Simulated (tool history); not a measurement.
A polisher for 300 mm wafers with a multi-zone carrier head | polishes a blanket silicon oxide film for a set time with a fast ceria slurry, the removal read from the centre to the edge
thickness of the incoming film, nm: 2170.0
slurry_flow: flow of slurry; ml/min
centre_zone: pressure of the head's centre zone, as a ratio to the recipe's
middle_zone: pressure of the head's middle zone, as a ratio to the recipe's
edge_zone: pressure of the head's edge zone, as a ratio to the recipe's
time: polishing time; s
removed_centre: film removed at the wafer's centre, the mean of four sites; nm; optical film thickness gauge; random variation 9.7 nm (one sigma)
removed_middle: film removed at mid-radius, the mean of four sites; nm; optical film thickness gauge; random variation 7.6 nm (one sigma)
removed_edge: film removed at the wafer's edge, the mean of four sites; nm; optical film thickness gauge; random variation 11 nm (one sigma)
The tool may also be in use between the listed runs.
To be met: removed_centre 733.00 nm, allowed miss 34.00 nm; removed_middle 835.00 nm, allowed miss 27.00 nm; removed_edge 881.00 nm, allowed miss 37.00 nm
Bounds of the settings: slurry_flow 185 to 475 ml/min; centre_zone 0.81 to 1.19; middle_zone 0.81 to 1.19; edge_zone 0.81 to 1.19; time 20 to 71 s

run	hour	slurry_flow	centre_zone	middle_zone	edge_zone	time	removed_centre	removed_middle	removed_edge
1	0.0	305	1.00	1.00	1.00	45	669.38	674.39	685.66
2	6.6	305	1.00	1.00	0.92	45	649.53	681.27	673.03
3	10.9	305	1.00	1.04	0.92	45	651.10	685.98	677.29
4	19.6	300	0.96	1.03	0.97	48	661.71	726.67	739.91
5	23.4	300	1.02	1.03	0.97	48	708.20	722.82	742.44
6	25.6	300	1.02	1.11	0.97	48	719.38	767.44	731.79
7	31.4	290	0.99	1.09	1.00	50	725.77	793.08	771.02
8	38.5	290	0.96	1.06	1.02	51	731.05	794.80	789.27
9	41.8	290	0.93	1.03	1.03	52	711.73	793.64	797.46
10	50.1	290	0.91	1.01	1.04	54	706.85	818.16	841.99

Which of these 5 next moves meets every target?
A	58.4	350	0.86	1.01	1.05	52	?	?	?
B	58.4	270	0.84	1.04	1.13	55	?	?	?
C	58.4	255	0.90	0.98	1.04	57	?	?	?
D	58.4	245	0.91	1.07	1.06	53	?	?	?
E	58.4	185	0.81	0.98	0.95	60	?	?	?

move	removed_centre	removed_middle	removed_edge
A	655.83	794.83	835.92
B	661.29	839.07	895.65
C	730.09	830.41	894.21
D	683.83	816.66	834.52
E	664.80	844.70	885.42
A: further off than the last run
B: brings the result that was furthest off to its target, and leaves another outside
C: meets every target
D: further off than the last run
E: brings the result that was furthest off to its target, and leaves another outside
Move C is the one to make.

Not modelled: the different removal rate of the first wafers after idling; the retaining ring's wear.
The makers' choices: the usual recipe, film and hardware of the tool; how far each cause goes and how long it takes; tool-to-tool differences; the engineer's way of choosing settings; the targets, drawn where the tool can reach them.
